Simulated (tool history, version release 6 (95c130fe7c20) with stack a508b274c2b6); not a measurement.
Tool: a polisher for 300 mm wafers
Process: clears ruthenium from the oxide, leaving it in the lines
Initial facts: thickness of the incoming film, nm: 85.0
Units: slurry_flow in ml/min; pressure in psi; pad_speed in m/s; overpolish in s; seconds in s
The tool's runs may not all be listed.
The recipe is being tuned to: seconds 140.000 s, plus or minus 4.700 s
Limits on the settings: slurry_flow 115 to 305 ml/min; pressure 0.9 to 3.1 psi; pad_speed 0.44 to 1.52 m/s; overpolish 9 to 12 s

| run | hour | slurry_flow | pressure | pad_speed | overpolish | seconds |
|---|---|---|---|---|---|---|
| 1 | 0.0 | 195 | 2.0 | 0.98 | 12 | 78.103 |
| 2 | 1.8 | 190 | 1.7 | 0.98 | 12 | 92.284 |
| 3 | 8.1 | 190 | 1.7 | 0.84 | 12 | 107.570 |
| 4 | 9.7 | 155 | 1.7 | 0.84 | 12 | 109.370 |
| 5 | 16.9 | 155 | 1.6 | 0.84 | 12 | 116.200 |
| 6 | 25.0 | 155 | 1.6 | 0.84 | 9 | 117.800 |
| 7 | 27.1 | 150 | 1.2 | 0.84 | 9 | 157.690 |
|  | 33.9 | head pressure recalibrated |
| 8 | 33.9 | 155 | 1.2 | 0.84 | 9 | 166.860 |
| 9 | 35.6 | 155 | 1.3 | 0.84 | 9 | 154.990 |
| 10 | 42.2 | 155 | 1.3 | 0.84 | 9 | 153.270 |
| 11 | 44.1 | 175 | 1.5 | 0.84 | 9 | 133.600 |

Of the 5 settings listed for the next run, only one would bring every result within its allowed miss of target. Which one?
| A | 46.0 | 205 | 1.5 | 0.90 | 9 | ? |
| B | 46.0 | 180 | 1.7 | 0.76 | 11 | ? |
| C | 46.0 | 155 | 1.5 | 0.80 | 10 | ? |
| D | 46.0 | 190 | 1.8 | 0.74 | 11 | ? |
| E | 46.0 | 190 | 1.4 | 0.92 | 12 | ? |

| move | seconds |
|---|---|
| A | 122.450 |
| B | 129.650 |
| C | 141.730 |
| D | 125.100 |
| E | 129.150 |
A: the biggest miss grows against the last run
B: the biggest miss grows against the last run
C: every result lands within tolerance
D: the biggest miss grows against the last run
E: the biggest miss grows against the last run
So the answer is move C, the one that meets all the targets.
